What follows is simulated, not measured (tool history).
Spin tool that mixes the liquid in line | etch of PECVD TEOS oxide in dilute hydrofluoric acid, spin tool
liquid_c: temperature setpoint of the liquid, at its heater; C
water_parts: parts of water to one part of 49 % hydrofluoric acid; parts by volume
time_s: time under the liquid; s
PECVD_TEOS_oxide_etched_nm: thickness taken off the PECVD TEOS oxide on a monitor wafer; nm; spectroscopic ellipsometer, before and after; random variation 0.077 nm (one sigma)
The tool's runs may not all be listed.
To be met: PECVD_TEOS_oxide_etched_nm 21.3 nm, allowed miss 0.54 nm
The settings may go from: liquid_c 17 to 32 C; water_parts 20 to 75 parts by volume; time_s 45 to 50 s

Run 1, day 0: liquid_c 24 C, water_parts 45 parts by volume, time_s 45 s. Result: PECVD_TEOS_oxide_etched_nm 12.674 nm.
Run 2, day 0.346: liquid_c 24 C, water_parts 45 parts by volume, time_s 45 s. Result: PECVD_TEOS_oxide_etched_nm 12.585 nm.
Run 3, day 0.404: liquid_c 24 C, water_parts 45 parts by volume, time_s 50 s. Result: PECVD_TEOS_oxide_etched_nm 14.06 nm.
Run 4, day 0.517: liquid_c 25 C, water_parts 45 parts by volume, time_s 50 s. Result: PECVD_TEOS_oxide_etched_nm 14.531 nm.
Run 5, day 0.667: liquid_c 25.5 C, water_parts 45 parts by volume, time_s 50 s. Result: PECVD_TEOS_oxide_etched_nm 14.923 nm.
Run 6, day 0.738: liquid_c 25.5 C, water_parts 45 parts by volume, time_s 45 s. Result: PECVD_TEOS_oxide_etched_nm 13.527 nm.
Run 7, day 0.825: liquid_c 26 C, water_parts 45 parts by volume, time_s 45 s. Result: PECVD_TEOS_oxide_etched_nm 13.694 nm.
Run 8, day 1: liquid_c 26.5 C, water_parts 45 parts by volume, time_s 45 s. Result: PECVD_TEOS_oxide_etched_nm 13.994 nm.
Run 9, day 1.046: liquid_c 27 C, water_parts 45 parts by volume, time_s 45 s. Result: PECVD_TEOS_oxide_etched_nm 14.32 nm.

5 next moves are on the table. One of them brings every result within its allowed miss. Which?
Run A, day 1.092: liquid_c 26.5 C, water_parts 35 parts by volume, time_s 45 s. Result: PECVD_TEOS_oxide_etched_nm ?.
Run B, day 1.092: liquid_c 24 C, water_parts 35 parts by volume, time_s 45 s. Result: PECVD_TEOS_oxide_etched_nm ?.
Run C, day 1.092: liquid_c 26.5 C, water_parts 35 parts by volume, time_s 50 s. Result: PECVD_TEOS_oxide_etched_nm ?.
Run D, day 1.092: liquid_c 24 C, water_parts 30 parts by volume, time_s 50 s. Result: PECVD_TEOS_oxide_etched_nm ?.
Run E, day 1.092: liquid_c 26 C, water_parts 35 parts by volume, time_s 50 s. Result: PECVD_TEOS_oxide_etched_nm ?.

move  PECVD_TEOS_oxide_etched_nm
   A                      18.201
   B                      16.445
   C                      20.224
   D                       21.47
   E                       19.82
A: nearer than the last run, and not there yet
B: nearer than the last run, and not there yet
C: nearer than the last run, and not there yet
D: meets every target
E: nearer than the last run, and not there yet
The right move is D.
